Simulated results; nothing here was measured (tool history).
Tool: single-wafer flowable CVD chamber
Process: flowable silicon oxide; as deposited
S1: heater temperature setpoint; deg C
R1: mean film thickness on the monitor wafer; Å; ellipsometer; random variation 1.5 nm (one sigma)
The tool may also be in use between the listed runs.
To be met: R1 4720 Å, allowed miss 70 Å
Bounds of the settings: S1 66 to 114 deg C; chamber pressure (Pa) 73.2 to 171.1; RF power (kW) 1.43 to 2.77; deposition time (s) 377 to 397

Run 1, day 0: S1 90 deg C, chamber pressure (Pa) 122.1, RF power (kW) 2.1, deposition time (s) 397. Result: R1 3333.2 Å.
Run 2, day 0.108: S1 88 deg C, chamber pressure (Pa) 122.1, RF power (kW) 2.1, deposition time (s) 397. Result: R1 3558 Å.
Run 3, day 0.279: S1 88 deg C, chamber pressure (Pa) 134.5, RF power (kW) 2.1, deposition time (s) 397. Result: R1 3913.6 Å.
Run 4, day 0.321: S1 97 deg C, chamber pressure (Pa) 134.5, RF power (kW) 2.1, deposition time (s) 397. Result: R1 2961 Å.
Run 5, day 0.633: S1 94 deg C, chamber pressure (Pa) 134.5, RF power (kW) 2.1, deposition time (s) 397. Result: R1 3229.2 Å.
At day 0.817: thermocouple changed; heater temperature recalibrated.
Run 6, day 0.817: S1 94 deg C, chamber pressure (Pa) 147.5, RF power (kW) 2.1, deposition time (s) 397. Result: R1 4136.2 Å.
Run 7, day 0.875: S1 93 deg C, chamber pressure (Pa) 147.5, RF power (kW) 2.1, deposition time (s) 397. Result: R1 4279.8 Å.
Run 8, day 0.942: S1 92 deg C, chamber pressure (Pa) 147.5, RF power (kW) 2.1, deposition time (s) 397. Result: R1 4392.2 Å.
Run 9, day 1.188: S1 91 deg C, chamber pressure (Pa) 147.5, RF power (kW) 2.1, deposition time (s) 397. Result: R1 4549.9 Å.

5 next moves are on the table. One of them brings every result within its allowed miss. Which?
Run A, day 1.433: S1 93 deg C, chamber pressure (Pa) 154.5, RF power (kW) 2.235, deposition time (s) 397. Result: R1 ?.
Run B, day 1.433: S1 91 deg C, chamber pressure (Pa) 149.5, RF power (kW) 2.12, deposition time (s) 397. Result: R1 ?.
Run C, day 1.433: S1 92 deg C, chamber pressure (Pa) 150.3, RF power (kW) 2.11, deposition time (s) 397. Result: R1 ?.
Run D, day 1.433: S1 87 deg C, chamber pressure (Pa) 137.9, RF power (kW) 1.995, deposition time (s) 397. Result: R1 ?.
Run E, day 1.433: S1 86 deg C, chamber pressure (Pa) 142.3, RF power (kW) 1.83, deposition time (s) 377. Result: R1 ?.

move      R1
   A  4518.5
   B  4608.1
   C  4480.5
   D  4696.1
   E  4572.2
A: further off than the last run
B: nearer than the last run, and not there yet
C: further off than the last run
D: meets every target
E: nearer than the last run, and not there yet
The right move is D.

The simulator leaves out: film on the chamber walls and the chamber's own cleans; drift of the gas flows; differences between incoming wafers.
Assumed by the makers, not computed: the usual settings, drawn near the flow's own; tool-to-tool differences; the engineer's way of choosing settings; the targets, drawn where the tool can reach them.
